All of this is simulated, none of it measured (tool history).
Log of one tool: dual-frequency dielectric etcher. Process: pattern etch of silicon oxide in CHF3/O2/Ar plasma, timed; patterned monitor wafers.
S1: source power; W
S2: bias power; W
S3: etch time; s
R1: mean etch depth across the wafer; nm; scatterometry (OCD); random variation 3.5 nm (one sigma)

run	hour	S1	S2	S3	R1
1	0.0	480	177	439.5	898.57
2	5.0	550	177	439.5	959.16
3	10.7	520	177	439.5	936.50
4	12.2	480	177	439.5	899.84
5	13.7	480	197	439.5	935.82
6	22.6	510	198	439.5	963.38

The next listed run, before its measurement:
7	26.1	530	199	439.5	?

R1: 985.36 nm

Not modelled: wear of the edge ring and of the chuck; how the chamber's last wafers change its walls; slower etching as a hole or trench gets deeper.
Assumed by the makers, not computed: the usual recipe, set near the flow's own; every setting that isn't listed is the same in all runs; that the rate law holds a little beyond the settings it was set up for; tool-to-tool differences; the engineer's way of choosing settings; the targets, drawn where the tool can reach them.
